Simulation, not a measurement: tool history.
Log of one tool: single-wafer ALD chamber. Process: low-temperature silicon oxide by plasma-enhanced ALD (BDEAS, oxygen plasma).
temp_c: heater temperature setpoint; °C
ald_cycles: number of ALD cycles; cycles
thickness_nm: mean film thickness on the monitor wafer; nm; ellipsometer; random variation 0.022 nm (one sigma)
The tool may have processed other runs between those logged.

run 1 hour=0.0 | temp_c=95 ald_cycles=53 | thickness_nm=8.2000
run 2 hour=6.7 | temp_c=95 ald_cycles=60 | thickness_nm=9.2993
run 3 hour=10.1 | temp_c=89 ald_cycles=60 | thickness_nm=9.5090
run 4 hour=19.0 | temp_c=92 ald_cycles=56 | thickness_nm=8.7714
run 5 hour=26.9 | temp_c=92 ald_cycles=63 | thickness_nm=9.9598
run 6 hour=30.5 | temp_c=98 ald_cycles=63 | thickness_nm=9.7575
run 7 hour=39.2 | temp_c=110 ald_cycles=55 | thickness_nm=8.2735
run 8 hour=44.8 | temp_c=111 ald_cycles=52 | thickness_nm=7.8290

What will run 9 give?
run 9 hour=51.1 | temp_c=112 ald_cycles=49 | thickness_nm=?

{"run 9": {"thickness_nm": 7.3094}}
